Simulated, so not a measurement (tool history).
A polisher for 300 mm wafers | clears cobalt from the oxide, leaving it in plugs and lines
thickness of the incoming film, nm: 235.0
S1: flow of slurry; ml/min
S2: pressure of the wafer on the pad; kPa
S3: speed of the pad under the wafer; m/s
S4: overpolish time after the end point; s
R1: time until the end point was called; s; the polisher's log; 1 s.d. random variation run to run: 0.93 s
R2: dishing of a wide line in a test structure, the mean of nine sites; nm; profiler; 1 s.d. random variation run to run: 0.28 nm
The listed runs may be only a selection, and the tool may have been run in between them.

| run | day | S1 | S2 | S3 | S4 | R1 | R2 |
|---|---|---|---|---|---|---|---|
| 1 | 0.000 | 185 | 11.0 | 0.78 | 15 | 71.857 | 32.8790 |
| 2 | 0.096 | 185 | 10.3 | 0.78 | 12 | 75.947 | 27.8510 |
| 3 | 0.129 | 180 | 9.7 | 0.78 | 10 | 83.138 | 22.4710 |
| 4 | 0.450 | 180 | 9.7 | 0.68 | 10 | 93.458 | 20.7270 |
| 5 | 0.662 | 160 | 9.7 | 0.68 | 10 | 96.250 | 19.9040 |
| 6 | 0.904 | 150 | 9.7 | 0.68 | 9 | 96.354 | 19.4590 |
| 7 | 1.038 | 200 | 9.0 | 0.68 | 4 | 101.090 | 9.3431 |
| 8 | 1.079 | 185 | 9.0 | 0.68 | 4 | 99.793 | 9.3297 |
| 9 | 1.262 | 175 | 9.0 | 0.68 | 4 | 102.060 | 8.7807 |
| 10 | 1.538 | 175 | 9.0 | 0.68 | 5 | 100.280 | 11.1060 |
| 11 | 1.883 | 165 | 9.0 | 0.68 | 5 | 102.690 | 11.0890 |
| 12 | 2.171 | 195 | 9.7 | 0.68 | 10 | 92.887 | 21.3380 |
| 13 | 2.371 | 190 | 9.7 | 0.68 | 9 | 94.027 | 19.5530 |
| 14 | 2.508 | 190 | 9.7 | 0.68 | 9 | 92.707 | 18.6910 |

Forecast run 15:
| 15 | 2.600 | 180 | 9.7 | 0.68 | 4 | ? | ? |

R1: 91.825 s
R2: 9.4512 nm

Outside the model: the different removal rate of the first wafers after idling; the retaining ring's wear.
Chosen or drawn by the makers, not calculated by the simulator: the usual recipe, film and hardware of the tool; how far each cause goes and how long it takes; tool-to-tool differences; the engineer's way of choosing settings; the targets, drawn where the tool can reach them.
